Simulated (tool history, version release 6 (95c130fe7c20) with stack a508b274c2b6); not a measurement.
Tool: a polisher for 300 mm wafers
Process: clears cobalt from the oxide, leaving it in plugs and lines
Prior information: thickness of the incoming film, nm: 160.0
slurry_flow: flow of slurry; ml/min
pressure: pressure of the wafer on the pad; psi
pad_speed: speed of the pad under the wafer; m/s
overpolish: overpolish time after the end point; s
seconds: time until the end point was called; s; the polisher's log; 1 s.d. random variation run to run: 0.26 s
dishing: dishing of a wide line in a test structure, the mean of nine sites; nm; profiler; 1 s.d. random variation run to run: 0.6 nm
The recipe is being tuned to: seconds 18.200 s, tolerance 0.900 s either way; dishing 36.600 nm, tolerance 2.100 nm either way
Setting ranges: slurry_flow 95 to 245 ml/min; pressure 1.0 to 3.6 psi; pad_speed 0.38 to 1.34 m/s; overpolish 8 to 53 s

run 1 hour=0.0 | slurry_flow=155 pressure=2.3 pad_speed=0.86 overpolish=27 | seconds=36.023 dishing=38.567
run 2 hour=7.1 | slurry_flow=155 pressure=2.7 pad_speed=0.88 overpolish=21 | seconds=30.088 dishing=39.725
run 3 hour=8.4 | slurry_flow=155 pressure=2.7 pad_speed=0.88 overpolish=15 | seconds=30.151 dishing=35.628
run 4 hour=14.7 | slurry_flow=155 pressure=2.7 pad_speed=1.06 overpolish=15 | seconds=25.762 dishing=36.157
run 5 hour=18.4 | slurry_flow=115 pressure=2.7 pad_speed=1.06 overpolish=15 | seconds=27.912 dishing=36.964
run 6 hour=20.1 | slurry_flow=155 pressure=2.7 pad_speed=1.06 overpolish=15 | seconds=25.683 dishing=37.545
run 7 hour=21.2 | slurry_flow=170 pressure=2.8 pad_speed=1.10 overpolish=13 | seconds=23.741 dishing=37.197
run 8 hour=24.4 | slurry_flow=170 pressure=2.9 pad_speed=1.14 overpolish=11 | seconds=21.777 dishing=35.062
run 9 hour=31.5 | slurry_flow=175 pressure=3.3 pad_speed=1.16 overpolish=17 | seconds=18.813 dishing=39.799
run 10 hour=39.1 | slurry_flow=175 pressure=3.3 pad_speed=1.16 overpolish=15 | seconds=18.799 dishing=38.613
run 11 hour=40.0 | slurry_flow=175 pressure=3.4 pad_speed=1.16 overpolish=8 | seconds=17.966 dishing=33.446
run 12 hour=46.7 | slurry_flow=175 pressure=3.4 pad_speed=1.16 overpolish=8 | seconds=18.432 dishing=34.442
run 13 hour=51.6 | slurry_flow=175 pressure=3.4 pad_speed=1.16 overpolish=19 | seconds=18.216 dishing=38.625

4 candidate next runs follow, results not yet known. Just one meets every target within its allowed miss. Identify it.
run A hour=56.5 | slurry_flow=150 pressure=3.4 pad_speed=1.16 overpolish=22 | seconds=? dishing=?
run B hour=56.5 | slurry_flow=200 pressure=3.2 pad_speed=1.22 overpolish=27 | seconds=? dishing=?
run C hour=56.5 | slurry_flow=175 pressure=3.4 pad_speed=1.18 overpolish=9 | seconds=? dishing=?
run D hour=56.5 | slurry_flow=185 pressure=3.6 pad_speed=1.14 overpolish=20 | seconds=? dishing=?

move=A seconds=18.295 dishing=40.859
move=B seconds=17.631 dishing=41.102
move=C seconds=17.512 dishing=35.968
move=D seconds=16.978 dishing=40.813
A: misses by more than the last run did
B: misses by more than the last run did
C: all results in spec
D: misses by more than the last run did
Move C is the one to make.
